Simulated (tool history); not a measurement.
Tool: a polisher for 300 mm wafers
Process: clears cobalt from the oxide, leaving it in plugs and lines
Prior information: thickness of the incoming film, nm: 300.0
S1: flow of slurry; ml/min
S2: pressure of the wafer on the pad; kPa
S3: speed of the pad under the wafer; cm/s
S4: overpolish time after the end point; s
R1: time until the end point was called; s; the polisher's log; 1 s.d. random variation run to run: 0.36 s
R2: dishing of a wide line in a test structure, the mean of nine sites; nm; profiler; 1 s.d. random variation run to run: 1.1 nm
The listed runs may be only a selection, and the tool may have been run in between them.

run  hour   S1    S2   S3  S4      R1      R2
  1     0  150  16.5  108  23  41.337  60.489
  2     4  155  17.9  108  21  38.821   63.69
  3   5.8  165  17.9  108  21  38.595  62.489
  4   7.3  165  18.6  110  17  37.597   60.34
  5  15.7  165  15.2  110  17  44.112  56.457
  6  17.7  165  15.2  124  17  40.891  58.478
  7  26.6  165  16.5  126  15  37.024  60.681
  8  32.9  170  17.2  126  13  35.506  55.801
  9  35.5  170  17.9  126  14  33.784  59.622

The next listed run, before its measurement:
 10  36.8  170  18.6  126  14   ?   ?

R1: 33.03 s
R2: 59.92 nm

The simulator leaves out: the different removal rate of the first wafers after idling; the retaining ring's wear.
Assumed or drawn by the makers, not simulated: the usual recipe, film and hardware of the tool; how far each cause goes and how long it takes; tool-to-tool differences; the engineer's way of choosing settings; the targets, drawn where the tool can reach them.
